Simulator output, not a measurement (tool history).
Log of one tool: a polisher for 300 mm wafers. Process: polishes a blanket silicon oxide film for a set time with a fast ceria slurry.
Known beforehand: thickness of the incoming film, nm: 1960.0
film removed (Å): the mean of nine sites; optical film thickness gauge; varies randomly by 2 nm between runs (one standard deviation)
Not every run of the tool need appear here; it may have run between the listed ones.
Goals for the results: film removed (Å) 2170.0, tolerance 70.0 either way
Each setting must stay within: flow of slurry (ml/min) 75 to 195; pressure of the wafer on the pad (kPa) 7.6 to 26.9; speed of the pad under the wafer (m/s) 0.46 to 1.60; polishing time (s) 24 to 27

run,hour,flow of slurry (ml/min),pressure of the wafer on the pad (kPa),speed of the pad under the wafer (m/s),polishing time (s),film removed (Å)
1,0.0,125,17.2,1.02,27,3706.9
2,3.5,120,15.9,1.02,27,3402.8
3,6.2,115,14.5,1.02,27,3099.6
4,10.2,115,15.9,1.02,27,3355.1
5,17.5,115,15.9,1.02,27,3411.1
# hour 24.9: worn pad replaced by a new one
6,24.9,115,15.9,1.02,24,3164.9
7,32.5,115,14.5,1.02,24,2945.6
8,35.3,110,13.8,1.02,24,2783.2
9,43.2,90,9.7,1.02,24,1869.2

Which single option among these 5 for the next run brings every result within its allowed miss of target? Just one does.
A,51.1,115,9.0,1.16,25,?
B,51.1,85,11.0,0.92,26,?
C,51.1,105,10.3,0.88,27,?
D,51.1,85,13.8,0.96,24,?
E,51.1,80,9.7,1.04,26,?

move,film removed (Å)
A,2197.9
B,2053.7
C,2035.4
D,2446.5
E,1999.0
A: hits every target within its allowed miss
B: closes in on the targets versus the last run, not all within tolerance yet
C: closes in on the targets versus the last run, not all within tolerance yet
D: pushes the last run's worst result past its target
E: closes in on the targets versus the last run, not all within tolerance yet
A meets every target.
